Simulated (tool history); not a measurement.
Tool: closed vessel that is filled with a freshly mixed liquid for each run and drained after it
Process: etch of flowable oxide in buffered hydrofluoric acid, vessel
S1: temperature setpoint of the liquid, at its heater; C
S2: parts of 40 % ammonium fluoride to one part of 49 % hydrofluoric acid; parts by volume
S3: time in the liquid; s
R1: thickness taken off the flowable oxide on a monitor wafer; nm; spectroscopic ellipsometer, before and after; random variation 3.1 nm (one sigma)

run 1 hour=0 | S1=20 S2=10.5 S3=90 | R1=177.21
run 2 hour=3.6 | S1=20 S2=12 S3=90 | R1=157.07
run 3 hour=5.3 | S1=18 S2=12 S3=90 | R1=140.26
run 4 hour=6.3 | S1=18 S2=13.5 S3=90 | R1=125.78
run 5 hour=10.5 | S1=18 S2=13.5 S3=100 | R1=141.12
run 6 hour=15.7 | S1=21.5 S2=11.5 S3=100 | R1=200.95
run 7 hour=22 | S1=23.5 S2=10 S3=100 | R1=249.17
run 8 hour=28.3 | S1=25 S2=9 S3=100 | R1=292.98
run 9 hour=35.9 | S1=26 S2=8 S3=100 | R1=352.91
run 10 hour=37.7 | S1=26.5 S2=8 S3=100 | R1=358.07

The next listed run, before its measurement:
run 11 hour=39.5 | S1=27 S2=8 S3=100 | R1=?

Run 11 gave R1 371.61 nm.
